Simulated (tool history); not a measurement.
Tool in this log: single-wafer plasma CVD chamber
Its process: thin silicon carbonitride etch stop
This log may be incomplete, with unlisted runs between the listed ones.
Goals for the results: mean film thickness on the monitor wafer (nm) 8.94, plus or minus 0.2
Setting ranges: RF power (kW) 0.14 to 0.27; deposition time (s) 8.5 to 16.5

run,hour,RF power (kW),deposition time (s),mean film thickness on the monitor wafer (nm)
1,0,0.205,12.5,7.23
2,2.6,0.18,12.5,6.9664
3,11.4,0.19,12.9,7.3013
4,14.3,0.2,13.2,7.5808
5,19.1,0.205,13.4,7.7848
6,23,0.19,13.4,7.6068
7,24.3,0.2,13.6,7.8333
8,30.6,0.205,13.8,7.9714
9,37,0.21,14,8.1557
10,39.7,0.215,14.1,8.2596
11,42.9,0.22,14.2,8.3453
12,51.3,0.225,14.3,8.5018
13,59.9,0.23,14.4,8.6246

Pick the move, out of 4, that brings all results within their allowed miss; only one does.
A,68.5,0.235,14.9,?
B,68.5,0.245,13.6,?
C,68.5,0.235,13.8,?
D,68.5,0.23,13.9,?

move,mean film thickness on the monitor wafer (nm)
A,8.93
B,8.2468
C,8.2708
D,8.2806
A: every result within its allowed miss
B: lands further from the targets than the last run did
C: lands further from the targets than the last run did
D: lands further from the targets than the last run did
A meets every target.
